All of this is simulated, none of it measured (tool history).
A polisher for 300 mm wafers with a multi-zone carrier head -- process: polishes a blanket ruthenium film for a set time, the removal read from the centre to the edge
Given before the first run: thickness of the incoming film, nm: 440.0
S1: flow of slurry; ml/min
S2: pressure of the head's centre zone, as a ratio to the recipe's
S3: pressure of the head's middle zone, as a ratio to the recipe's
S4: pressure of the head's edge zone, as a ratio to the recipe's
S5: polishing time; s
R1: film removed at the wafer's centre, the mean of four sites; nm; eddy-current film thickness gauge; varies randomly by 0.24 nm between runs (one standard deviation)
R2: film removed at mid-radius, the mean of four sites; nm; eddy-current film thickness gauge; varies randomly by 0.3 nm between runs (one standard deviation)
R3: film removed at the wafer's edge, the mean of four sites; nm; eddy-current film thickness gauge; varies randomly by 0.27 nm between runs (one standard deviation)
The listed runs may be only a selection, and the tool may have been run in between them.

run 1 day=0.000 | S1=195 S2=1.00 S3=1.00 S4=1.00 S5=30 | R1=36.732 R2=36.886 R3=37.913
run 2 day=0.025 | S1=190 S2=0.98 S3=0.99 S4=0.98 S5=28 | R1=34.054 R2=33.343 R3=35.169
run 3 day=0.217 | S1=190 S2=0.98 S3=0.99 S4=0.98 S5=23 | R1=27.358 R2=28.025 R3=28.736
run 4 day=0.338 | S1=190 S2=0.98 S3=0.99 S4=0.98 S5=17 | R1=20.672 R2=20.685 R3=21.306
run 5 day=0.400 | S1=190 S2=0.98 S3=0.99 S4=0.98 S5=23 | R1=27.756 R2=27.345 R3=29.581
run 6 day=0.458 | S1=190 S2=0.98 S3=1.00 S4=0.99 S5=22 | R1=26.563 R2=26.602 R3=27.756
run 7 day=0.679 | S1=190 S2=0.96 S3=1.00 S4=0.98 S5=21 | R1=24.772 R2=25.431 R3=26.035
run 8 day=0.917 | S1=190 S2=0.95 S3=1.00 S4=0.98 S5=21 | R1=25.027 R2=25.925 R3=25.912

Predict the results of run 9:
run 9 day=1.117 | S1=150 S2=0.85 S3=0.94 S4=0.97 S5=20 | R1=? R2=? R3=?

{"run 9": {"R1": 19.958, "R2": 22.013, "R3": 24.539}}

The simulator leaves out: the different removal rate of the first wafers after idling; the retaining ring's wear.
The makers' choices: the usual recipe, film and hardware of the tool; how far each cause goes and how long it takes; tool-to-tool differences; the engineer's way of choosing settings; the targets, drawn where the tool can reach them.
